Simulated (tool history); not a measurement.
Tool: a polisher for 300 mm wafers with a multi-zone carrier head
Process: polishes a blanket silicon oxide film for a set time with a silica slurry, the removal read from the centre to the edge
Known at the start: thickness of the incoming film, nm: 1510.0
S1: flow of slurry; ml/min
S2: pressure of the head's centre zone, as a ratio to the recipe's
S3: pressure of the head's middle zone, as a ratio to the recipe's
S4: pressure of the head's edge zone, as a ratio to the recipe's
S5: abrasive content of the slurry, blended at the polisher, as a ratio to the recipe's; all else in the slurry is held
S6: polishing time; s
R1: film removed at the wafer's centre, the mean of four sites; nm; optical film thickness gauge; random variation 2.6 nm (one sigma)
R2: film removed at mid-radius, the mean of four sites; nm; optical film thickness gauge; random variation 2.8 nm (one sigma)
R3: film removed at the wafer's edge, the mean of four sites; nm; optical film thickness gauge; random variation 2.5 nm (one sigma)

run,day,S1,S2,S3,S4,S5,S6,R1,R2,R3
1,0,240,1,1,1,1,59,263.39,257.89,262.23
2,0.35,240,1.07,1,1,1,59,274.61,260.21,259.77
3,0.546,240,1.07,1,1,1.1,59,301.87,275.93,278.63
4,0.675,245,1.08,1,0.97,0.9,58,265.72,239.12,243.18
5,0.85,245,1.08,1,0.97,0.7,58,224.42,204.46,203.76
6,1.079,265,1.08,1,0.97,0.7,58,218.46,202.09,203.32
7,1.246,260,1.07,1.02,0.96,0.65,58,210.05,196.78,189.08
8,1.279,260,1.05,1.02,0.96,0.65,58,205.86,191.44,189.76
9,1.375,260,1.03,1.05,0.96,0.65,58,198.36,200.61,186.74
10,1.504,260,1.02,1.05,0.95,0.65,58,201.97,196.37,186.65
11,1.65,260,1.01,1.06,0.95,0.65,58,197.67,204.25,186
12,1.917,260,1.01,1.05,0.94,0.65,58,194.12,198.52,186.64
13,1.979,260,1.02,1.05,0.94,0.65,58,201.89,206.19,184.49

Run 14 comes next. What will it give?
14,2.167,260,1.02,1.04,0.94,0.65,58,?,?,?

{"run 14": {"R1": 197.94, "R2": 196.47, "R3": 188.6}}

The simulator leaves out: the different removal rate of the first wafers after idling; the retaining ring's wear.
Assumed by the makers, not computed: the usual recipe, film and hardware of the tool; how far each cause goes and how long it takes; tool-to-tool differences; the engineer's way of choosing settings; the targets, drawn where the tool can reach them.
